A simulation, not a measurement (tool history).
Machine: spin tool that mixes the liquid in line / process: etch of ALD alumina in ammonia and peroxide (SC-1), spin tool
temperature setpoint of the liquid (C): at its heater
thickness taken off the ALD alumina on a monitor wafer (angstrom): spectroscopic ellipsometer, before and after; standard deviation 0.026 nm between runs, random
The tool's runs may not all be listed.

| run | hour | temperature setpoint of the liquid (C) | parts of 29 % ammonia solution to one part of 30 % peroxide (parts by volume) | time under the liquid (s) | thickness taken off the ALD alumina on a monitor wafer (angstrom) |
|---|---|---|---|---|---|
| 1 | 0.0 | 50.0 | 0.45 | 320 | 94.328 |
| 2 | 1.1 | 47.5 | 0.45 | 320 | 82.429 |
| 3 | 5.0 | 47.5 | 0.45 | 340 | 87.162 |
| 4 | 9.5 | 46.5 | 0.45 | 340 | 83.028 |
| 5 | 13.8 | 46.5 | 0.45 | 340 | 83.560 |
| 6 | 18.8 | 45.5 | 0.45 | 340 | 78.037 |
| 7 | 19.5 | 45.0 | 0.45 | 340 | 76.204 |

Predict the results of run 8:
| 8 | 27.4 | 45.0 | 0.45 | 340 | ? |

Run 8 gave thickness taken off the ALD alumina on a monitor wafer (angstrom) 76.092.
